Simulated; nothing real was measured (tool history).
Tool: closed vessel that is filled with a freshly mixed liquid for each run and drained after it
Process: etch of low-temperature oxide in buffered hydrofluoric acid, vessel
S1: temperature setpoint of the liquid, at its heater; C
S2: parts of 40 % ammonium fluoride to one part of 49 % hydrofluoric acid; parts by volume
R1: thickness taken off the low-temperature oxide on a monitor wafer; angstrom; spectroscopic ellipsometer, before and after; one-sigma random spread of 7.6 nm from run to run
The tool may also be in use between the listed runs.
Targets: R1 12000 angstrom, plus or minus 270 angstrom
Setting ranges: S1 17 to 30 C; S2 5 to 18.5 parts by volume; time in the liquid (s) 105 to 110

run 1 hour=0 | S1=22 S2=11.5 time_in_the_liquid_(s)=105 | R1=5556.1
run 2 hour=3.8 | S1=22 S2=11.5 time_in_the_liquid_(s)=105 | R1=5560.3
run 3 hour=4.8 | S1=19 S2=11.5 time_in_the_liquid_(s)=105 | R1=4738.7
run 4 hour=10.2 | S1=19 S2=11.5 time_in_the_liquid_(s)=110 | R1=4968.5
run 5 hour=15.5 | S1=20.5 S2=11 time_in_the_liquid_(s)=110 | R1=5621.8
run 6 hour=17.6 | S1=22 S2=10.5 time_in_the_liquid_(s)=110 | R1=6349.7
run 7 hour=22.5 | S1=23 S2=10 time_in_the_liquid_(s)=110 | R1=7019
run 8 hour=29.2 | S1=24 S2=9.5 time_in_the_liquid_(s)=110 | R1=7695.3
run 9 hour=32.7 | S1=25 S2=9.5 time_in_the_liquid_(s)=110 | R1=8248.9
run 10 hour=38.3 | S1=25.5 S2=9.5 time_in_the_liquid_(s)=110 | R1=8281.9
run 11 hour=47.6 | S1=26 S2=9 time_in_the_liquid_(s)=110 | R1=8869.3
run 12 hour=53.8 | S1=26.5 S2=9 time_in_the_liquid_(s)=110 | R1=9170.9
run 13 hour=57.5 | S1=27 S2=9 time_in_the_liquid_(s)=110 | R1=9336.9
run 14 hour=62.1 | S1=27.5 S2=9 time_in_the_liquid_(s)=110 | R1=9528.8
run 15 hour=63 | S1=28 S2=9 time_in_the_liquid_(s)=110 | R1=9731
run 16 hour=66.4 | S1=28.5 S2=9 time_in_the_liquid_(s)=110 | R1=10156
run 17 hour=68.3 | S1=29.5 S2=8.5 time_in_the_liquid_(s)=110 | R1=11461
run 18 hour=77.4 | S1=30 S2=8.5 time_in_the_liquid_(s)=110 | R1=11658
run 19 hour=83.3 | S1=30 S2=8 time_in_the_liquid_(s)=110 | R1=12412

Which one of the following 4 next-run settings gets every result inside its allowed miss? There is exactly one.
run A hour=89.2 | S1=28 S2=7.5 time_in_the_liquid_(s)=105 | R1=?
run B hour=89.2 | S1=26.5 S2=7.5 time_in_the_liquid_(s)=110 | R1=?
run C hour=89.2 | S1=29 S2=7.5 time_in_the_liquid_(s)=105 | R1=?
run D hour=89.2 | S1=29 S2=8.5 time_in_the_liquid_(s)=110 | R1=?

move=A R1=11423
move=B R1=11047
move=C R1=12043
move=D R1=11019
A: carries the result that was furthest off beyond its target, to the other side
B: carries the result that was furthest off beyond its target, to the other side
C: in spec on every target
D: carries the result that was furthest off beyond its target, to the other side
C meets every target.
